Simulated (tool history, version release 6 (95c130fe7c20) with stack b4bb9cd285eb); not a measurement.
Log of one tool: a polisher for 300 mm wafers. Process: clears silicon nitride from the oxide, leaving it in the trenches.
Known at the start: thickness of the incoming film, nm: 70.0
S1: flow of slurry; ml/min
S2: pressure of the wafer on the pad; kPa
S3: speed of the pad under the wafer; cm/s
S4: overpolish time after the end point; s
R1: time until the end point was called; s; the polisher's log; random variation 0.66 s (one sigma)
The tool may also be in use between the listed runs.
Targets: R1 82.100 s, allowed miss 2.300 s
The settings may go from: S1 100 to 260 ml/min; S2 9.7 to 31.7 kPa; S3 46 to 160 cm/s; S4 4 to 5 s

{"run": 1, "hour": 0.0, "S1": 165, "S2": 20.7, "S3": 102, "S4": 5, "R1": 63.934}
{"run": 2, "hour": 5.1, "S1": 165, "S2": 25.5, "S3": 102, "S4": 5, "R1": 51.567}
{"run": 3, "hour": 12.0, "S1": 160, "S2": 22.8, "S3": 102, "S4": 5, "R1": 58.535}
{"run": 4, "hour": 14.5, "S1": 160, "S2": 21.4, "S3": 102, "S4": 5, "R1": 61.534}
{"run": 5, "hour": 19.2, "S1": 195, "S2": 21.4, "S3": 102, "S4": 5, "R1": 60.506}
{"run": 6, "hour": 25.7, "S1": 195, "S2": 25.5, "S3": 102, "S4": 5, "R1": 50.178}
{"run": 7, "hour": 29.7, "S1": 195, "S2": 25.5, "S3": 102, "S4": 5, "R1": 50.161}
{"run": 8, "hour": 33.1, "S1": 155, "S2": 20.0, "S3": 100, "S4": 5, "R1": 67.529}
{"run": 9, "hour": 37.2, "S1": 150, "S2": 18.6, "S3": 100, "S4": 5, "R1": 72.803}

4 next moves are on the table. One of them brings every result within its allowed miss. Which?
{"run": "A", "hour": 41.3, "S1": 145, "S2": 15.9, "S3": 96, "S4": 4, "R1": "?"}
{"run": "B", "hour": 41.3, "S1": 145, "S2": 17.9, "S3": 82, "S4": 5, "R1": "?"}
{"run": "C", "hour": 41.3, "S1": 140, "S2": 17.9, "S3": 102, "S4": 5, "R1": "?"}
{"run": "D", "hour": 41.3, "S1": 160, "S2": 17.9, "S3": 88, "S4": 5, "R1": "?"}

move=A R1=87.729
move=B R1=86.870
move=C R1=75.179
move=D R1=81.354
A: takes the result that was furthest off past its target
B: takes the result that was furthest off past its target
C: nearer than the last run, and not there yet
D: meets every target
Answer: D
